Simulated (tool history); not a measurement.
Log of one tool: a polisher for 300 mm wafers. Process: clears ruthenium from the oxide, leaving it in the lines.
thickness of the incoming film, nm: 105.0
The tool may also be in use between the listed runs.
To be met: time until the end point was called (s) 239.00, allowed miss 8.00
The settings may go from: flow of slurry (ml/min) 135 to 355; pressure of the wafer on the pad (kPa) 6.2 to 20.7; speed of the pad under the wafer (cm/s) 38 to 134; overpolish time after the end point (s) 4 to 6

run	day	flow of slurry (ml/min)	pressure of the wafer on the pad (kPa)	speed of the pad under the wafer (cm/s)	overpolish time after the end point (s)	time until the end point was called (s)
1	0.000	225	13.1	86	6	123.52
2	0.175	220	11.0	82	6	151.33
3	0.358	220	13.1	82	6	128.38
4	0.488	220	11.0	80	6	153.54
5	0.808	220	11.0	88	6	141.88
6	0.917	265	11.0	88	6	139.22
7	1.038	265	9.7	84	6	165.26
8	1.325	250	6.2	76	6	273.80

5 next moves are on the table. One of them brings every result within its allowed miss. Which?
A	1.612	155	7.6	78	4	?
B	1.612	290	7.6	78	6	?
C	1.612	140	6.9	70	6	?
D	1.612	250	7.6	78	6	?
E	1.612	235	6.9	92	6	?

move	time until the end point was called (s)
A	236.84
B	217.23
C	286.86
D	220.63
E	214.13
A: meets every target
B: takes the result that was furthest off past its target
C: further off than the last run
D: takes the result that was furthest off past its target
E: takes the result that was furthest off past its target
The right move is A.
